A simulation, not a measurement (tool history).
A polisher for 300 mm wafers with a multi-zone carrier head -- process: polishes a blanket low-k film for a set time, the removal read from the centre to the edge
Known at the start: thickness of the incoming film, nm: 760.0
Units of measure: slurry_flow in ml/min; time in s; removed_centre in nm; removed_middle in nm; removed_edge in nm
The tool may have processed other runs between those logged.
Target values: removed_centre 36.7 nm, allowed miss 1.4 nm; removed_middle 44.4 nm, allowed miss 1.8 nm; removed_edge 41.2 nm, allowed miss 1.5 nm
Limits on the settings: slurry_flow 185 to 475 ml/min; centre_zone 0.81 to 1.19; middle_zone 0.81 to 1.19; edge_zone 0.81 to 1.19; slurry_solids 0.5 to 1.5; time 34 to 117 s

run,day,slurry_flow,centre_zone,middle_zone,edge_zone,slurry_solids,time,removed_centre,removed_middle,removed_edge
1,0,305,1,1,1,1,75,26.49,26.508,27.164
2,0.058,305,1,1,1,0.9,75,25.108,25.121,25.26
3,0.25,310,0.99,1.06,1.01,1.1,77,28.111,29.313,28.801
4,0.292,310,0.96,1.1,1.02,1.25,81,30.407,34.087,32.321
5,0.658,310,0.96,1.1,1.02,1.25,91,33.838,37.349,35.951
6,0.967,315,0.95,1.13,1.04,1.3,91,34.687,40.153,37.107
# day 1.342: slurry nozzle cleaned
7,1.342,320,0.95,1.14,1.07,1.35,91,36.38,42.492,39.654
8,1.475,325,0.95,1.15,1.08,1.35,91,37.286,41.508,40.131

Next run, 4 choices. One meets every target within its allowed miss, the rest don't. Which?
A,1.608,355,0.98,1.1,1.19,1.3,99,?,?,?
B,1.608,275,0.86,1.13,1.14,1.35,92,?,?,?
C,1.608,265,1.02,1.13,1.04,1.3,98,?,?,?
D,1.608,260,0.93,1.19,1.09,1.2,98,?,?,?

move,removed_centre,removed_middle,removed_edge
A,41.382,45.025,44.74
B,33.482,42.42,40.691
C,41.56,44.316,40.755
D,36.531,44.285,40.183
A: brings the result that was furthest off to its target, and leaves another outside
B: its largest miss is bigger than the last run's
C: brings the result that was furthest off to its target, and leaves another outside
D: all results in spec
Move D is the one to make.

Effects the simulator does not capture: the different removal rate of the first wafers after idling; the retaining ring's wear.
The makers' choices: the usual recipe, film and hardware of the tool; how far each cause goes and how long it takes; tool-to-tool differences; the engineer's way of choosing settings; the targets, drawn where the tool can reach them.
